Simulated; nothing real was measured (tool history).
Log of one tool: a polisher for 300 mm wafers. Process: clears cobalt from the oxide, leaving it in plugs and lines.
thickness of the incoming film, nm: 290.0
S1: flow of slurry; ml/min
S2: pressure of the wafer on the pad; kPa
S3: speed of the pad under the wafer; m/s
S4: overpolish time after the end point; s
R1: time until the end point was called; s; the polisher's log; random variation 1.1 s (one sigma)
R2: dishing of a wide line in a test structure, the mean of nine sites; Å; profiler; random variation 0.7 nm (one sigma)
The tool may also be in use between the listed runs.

run 1 hour=0 | S1=165 S2=11 S3=0.94 S4=18 | R1=75.528 R2=538.61
run 2 hour=6.1 | S1=160 S2=9.7 S3=0.94 S4=17 | R1=85.237 R2=464.11
run 3 hour=7.2 | S1=155 S2=8.3 S3=0.94 S4=17 | R1=99.515 R2=410.08
run 4 hour=9.8 | S1=155 S2=8.3 S3=0.94 S4=22 | R1=98.51 R2=505.52
run 5 hour=11.1 | S1=155 S2=8.3 S3=0.82 S4=22 | R1=111.75 R2=451.45
run 6 hour=19.7 | S1=155 S2=8.3 S3=0.82 S4=27 | R1=113.08 R2=543.42

Run 7 comes next. What will it give?
run 7 hour=24.9 | S1=155 S2=8.3 S3=0.82 S4=23 | R1=? R2=?

R1: 112.04 s
R2: 472.05 Å
